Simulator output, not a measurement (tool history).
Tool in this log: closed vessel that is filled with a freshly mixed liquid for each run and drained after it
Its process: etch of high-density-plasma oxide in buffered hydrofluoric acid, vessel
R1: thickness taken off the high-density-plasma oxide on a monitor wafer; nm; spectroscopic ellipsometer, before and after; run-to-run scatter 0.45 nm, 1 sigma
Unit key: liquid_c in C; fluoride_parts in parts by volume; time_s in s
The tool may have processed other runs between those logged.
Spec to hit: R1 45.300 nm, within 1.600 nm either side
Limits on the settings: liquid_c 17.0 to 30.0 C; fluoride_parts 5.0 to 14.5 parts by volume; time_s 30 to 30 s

run 1 hour=0.0 | liquid_c=22.0 fluoride_parts=9.0 time_s=30 | R1=53.295
run 2 hour=9.1 | liquid_c=21.5 fluoride_parts=9.0 time_s=30 | R1=51.708
run 3 hour=18.2 | liquid_c=21.5 fluoride_parts=7.0 time_s=30 | R1=68.290
run 4 hour=24.8 | liquid_c=20.5 fluoride_parts=7.5 time_s=30 | R1=60.101
run 5 hour=27.3 | liquid_c=19.5 fluoride_parts=7.5 time_s=30 | R1=56.447
run 6 hour=33.2 | liquid_c=19.5 fluoride_parts=6.5 time_s=30 | R1=65.160
run 7 hour=35.2 | liquid_c=19.0 fluoride_parts=7.0 time_s=30 | R1=60.453
run 8 hour=42.6 | liquid_c=18.5 fluoride_parts=7.5 time_s=30 | R1=52.834
run 9 hour=46.7 | liquid_c=18.0 fluoride_parts=7.5 time_s=30 | R1=51.849
run 10 hour=51.9 | liquid_c=17.5 fluoride_parts=8.0 time_s=30 | R1=47.174

Exactly one of the 4 candidate moves below puts every result within its allowed miss. Which one?
run A hour=57.1 | liquid_c=21.0 fluoride_parts=9.5 time_s=30 | R1=?
run B hour=57.1 | liquid_c=17.0 fluoride_parts=8.0 time_s=30 | R1=?
run C hour=57.1 | liquid_c=18.5 fluoride_parts=8.0 time_s=30 | R1=?
run D hour=57.1 | liquid_c=19.0 fluoride_parts=8.5 time_s=30 | R1=?

move=A R1=49.421
move=B R1=46.381
move=C R1=50.506
move=D R1=48.645
A: misses by more than the last run did
B: hits every target within its allowed miss
C: misses by more than the last run did
D: misses by more than the last run did
B meets every target.
